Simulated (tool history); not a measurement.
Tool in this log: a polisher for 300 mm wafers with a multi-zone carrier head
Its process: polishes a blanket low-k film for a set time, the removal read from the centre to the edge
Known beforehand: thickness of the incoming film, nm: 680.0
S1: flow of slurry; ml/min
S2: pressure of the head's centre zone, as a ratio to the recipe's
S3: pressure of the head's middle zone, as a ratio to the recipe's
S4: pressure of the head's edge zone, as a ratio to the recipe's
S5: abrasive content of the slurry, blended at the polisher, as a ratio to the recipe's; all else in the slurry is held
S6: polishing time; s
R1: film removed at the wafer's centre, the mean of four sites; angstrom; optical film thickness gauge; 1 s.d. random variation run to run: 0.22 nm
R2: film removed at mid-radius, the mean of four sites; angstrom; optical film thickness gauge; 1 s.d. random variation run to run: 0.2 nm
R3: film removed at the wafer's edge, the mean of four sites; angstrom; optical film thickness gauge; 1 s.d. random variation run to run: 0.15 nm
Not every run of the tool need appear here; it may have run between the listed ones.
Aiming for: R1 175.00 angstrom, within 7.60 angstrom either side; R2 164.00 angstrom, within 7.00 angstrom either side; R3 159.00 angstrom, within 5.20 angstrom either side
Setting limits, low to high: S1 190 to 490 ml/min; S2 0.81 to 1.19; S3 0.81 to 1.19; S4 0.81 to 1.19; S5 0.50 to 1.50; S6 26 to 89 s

run    day   S1    S2    S3    S4    S5  S6      R1      R2      R3
  1  0.000  315  1.00  1.00  1.00  1.00  57  217.66  220.20  220.48
  2  0.283  315  1.00  1.00  1.06  1.00  57  215.80  223.16  228.25
  3  0.450  315  1.00  1.00  1.06  1.20  57  237.00  240.26  248.73
  4  0.592  315  1.00  1.00  1.06  1.35  57  250.81  254.33  263.68
  5  0.917  315  1.01  1.00  1.04  1.25  57  243.35  246.85  249.79
  6  1.138  315  1.01  1.04  1.04  1.25  57  242.56  248.59  249.70
  7  1.488  315  1.02  1.03  1.03  1.15  56  232.05  228.83  237.42
  8  1.550  340  1.10  1.13  0.93  0.90  48  185.60  190.54  167.40
  9  1.875  340  1.10  1.11  0.93  0.90  48  191.14  190.15  168.26

Of the 4 settings listed for the next run, only one would bring every result within its allowed miss of target. Which one?
  A  2.200  290  1.10  0.85  1.01  1.00  42   ?   ?   ?
  B  2.200  325  1.14  1.07  1.00  0.75  49   ?   ?   ?
  C  2.200  195  1.17  1.13  0.96  1.05  46   ?   ?   ?
  D  2.200  285  1.15  0.99  1.00  0.90  46   ?   ?   ?

move      R1      R2      R3
   A  174.87  142.80  162.13
   B  179.70  163.45  159.30
   C  195.31  181.15  169.90
   D  187.76  161.52  166.12
A: carries the result that was furthest off beyond its target, to the other side
B: in spec on every target
C: closer than the last run, but not yet in spec
D: brings the last run's worst result on target, with another outside its allowed miss
B meets every target.
